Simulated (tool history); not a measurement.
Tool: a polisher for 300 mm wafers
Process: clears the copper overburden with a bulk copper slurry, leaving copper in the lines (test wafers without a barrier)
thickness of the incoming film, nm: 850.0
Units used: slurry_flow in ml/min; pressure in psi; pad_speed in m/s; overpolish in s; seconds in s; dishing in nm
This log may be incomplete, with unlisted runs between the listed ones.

| run | day | slurry_flow | pressure | pad_speed | slurry_solids | overpolish | seconds | dishing |
|---|---|---|---|---|---|---|---|---|
| 1 | 0.000 | 295 | 2.1 | 1.10 | 1.00 | 9 | 103.57 | 49.091 |
| 2 | 0.158 | 295 | 2.1 | 1.10 | 1.00 | 12 | 103.63 | 61.165 |
| 3 | 0.362 | 295 | 1.9 | 1.16 | 1.00 | 10 | 105.32 | 51.318 |
| 4 | 0.679 | 295 | 1.7 | 1.22 | 1.00 | 9 | 112.59 | 44.395 |
| 5 | 0.983 | 295 | 1.7 | 1.02 | 1.00 | 9 | 132.60 | 38.139 |
| 6 | 1.333 | 295 | 1.7 | 1.24 | 1.00 | 9 | 113.33 | 44.118 |
| 7 | 1.704 | 325 | 1.6 | 1.28 | 1.10 | 8 | 109.99 | 40.729 |
| 8 | 1.867 | 350 | 1.5 | 1.32 | 1.15 | 7 | 116.53 | 35.387 |

Predict the results of run 9:
| 9 | 1.975 | 370 | 1.5 | 1.36 | 1.20 | 6 | ? | ? |

{"run 9": {"seconds": 110.99, "dishing": 32.284}}

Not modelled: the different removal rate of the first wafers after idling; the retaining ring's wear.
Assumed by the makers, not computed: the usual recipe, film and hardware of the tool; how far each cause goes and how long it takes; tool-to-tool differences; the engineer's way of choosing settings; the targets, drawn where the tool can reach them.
